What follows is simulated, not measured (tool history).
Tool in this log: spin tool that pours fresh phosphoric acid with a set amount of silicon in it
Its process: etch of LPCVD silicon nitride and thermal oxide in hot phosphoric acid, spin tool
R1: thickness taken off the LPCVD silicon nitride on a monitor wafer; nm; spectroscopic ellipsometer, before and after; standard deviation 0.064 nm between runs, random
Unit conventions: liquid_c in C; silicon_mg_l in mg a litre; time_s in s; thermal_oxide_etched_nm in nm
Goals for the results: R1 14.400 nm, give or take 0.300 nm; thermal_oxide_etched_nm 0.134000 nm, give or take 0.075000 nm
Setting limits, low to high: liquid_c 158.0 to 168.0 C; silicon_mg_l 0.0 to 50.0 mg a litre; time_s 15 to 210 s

{"run": 1, "hour": 0.0, "liquid_c": 163.0, "silicon_mg_l": 28.5, "time_s": 105, "R1": 10.93, "thermal_oxide_etched_nm": 0.19626}
{"run": 2, "hour": 5.5, "liquid_c": 163.0, "silicon_mg_l": 42.0, "time_s": 105, "R1": 10.87, "thermal_oxide_etched_nm": 0.077982}
{"run": 3, "hour": 7.3, "liquid_c": 163.5, "silicon_mg_l": 42.0, "time_s": 105, "R1": 11.169, "thermal_oxide_etched_nm": 0.075097}
{"run": 4, "hour": 13.9, "liquid_c": 163.5, "silicon_mg_l": 27.0, "time_s": 105, "R1": 11.21, "thermal_oxide_etched_nm": 0.21616}
{"run": 5, "hour": 21.9, "liquid_c": 164.0, "silicon_mg_l": 28.5, "time_s": 105, "R1": 11.429, "thermal_oxide_etched_nm": 0.2539}
{"run": 6, "hour": 23.7, "liquid_c": 164.0, "silicon_mg_l": 40.0, "time_s": 105, "R1": 11.279, "thermal_oxide_etched_nm": 0.082747}
{"run": 7, "hour": 26.2, "liquid_c": 164.5, "silicon_mg_l": 39.5, "time_s": 105, "R1": 11.461, "thermal_oxide_etched_nm": 0.11986}
{"run": 8, "hour": 30.7, "liquid_c": 165.0, "silicon_mg_l": 40.5, "time_s": 105, "R1": 11.56, "thermal_oxide_etched_nm": 0.1141}
{"run": 9, "hour": 36.6, "liquid_c": 165.5, "silicon_mg_l": 41.0, "time_s": 105, "R1": 11.849, "thermal_oxide_etched_nm": 0.085057}
{"run": 10, "hour": 39.5, "liquid_c": 166.0, "silicon_mg_l": 40.5, "time_s": 105, "R1": 12.099, "thermal_oxide_etched_nm": 0.11113}
{"run": 11, "hour": 46.2, "liquid_c": 167.0, "silicon_mg_l": 41.0, "time_s": 110, "R1": 13.052, "thermal_oxide_etched_nm": 0.11727}
{"run": 12, "hour": 51.4, "liquid_c": 168.0, "silicon_mg_l": 40.0, "time_s": 120, "R1": 14.779, "thermal_oxide_etched_nm": 0.15862}

Consider the 5 candidate settings below. Which is the only one whose results all fall within their allowed miss of target?
{"run": "A", "hour": 56.6, "liquid_c": 168.0, "silicon_mg_l": 35.0, "time_s": 125, "R1": "?", "thermal_oxide_etched_nm": "?"}
{"run": "B", "hour": 56.6, "liquid_c": 168.0, "silicon_mg_l": 44.5, "time_s": 125, "R1": "?", "thermal_oxide_etched_nm": "?"}
{"run": "C", "hour": 56.6, "liquid_c": 168.0, "silicon_mg_l": 42.5, "time_s": 125, "R1": "?", "thermal_oxide_etched_nm": "?"}
{"run": "D", "hour": 56.6, "liquid_c": 167.5, "silicon_mg_l": 41.5, "time_s": 120, "R1": "?", "thermal_oxide_etched_nm": "?"}
{"run": "E", "hour": 56.6, "liquid_c": 168.0, "silicon_mg_l": 40.5, "time_s": 125, "R1": "?", "thermal_oxide_etched_nm": "?"}

move=A R1=15.320 thermal_oxide_etched_nm=0.265310
move=B R1=15.320 thermal_oxide_etched_nm=0.139290
move=C R1=15.320 thermal_oxide_etched_nm=0.165820
move=D R1=14.471 thermal_oxide_etched_nm=0.165880
move=E R1=15.320 thermal_oxide_etched_nm=0.192350
A: lands further from the targets than the last run did
B: lands further from the targets than the last run did
C: lands further from the targets than the last run did
D: meets every target
E: lands further from the targets than the last run did
Move D is the one to make.

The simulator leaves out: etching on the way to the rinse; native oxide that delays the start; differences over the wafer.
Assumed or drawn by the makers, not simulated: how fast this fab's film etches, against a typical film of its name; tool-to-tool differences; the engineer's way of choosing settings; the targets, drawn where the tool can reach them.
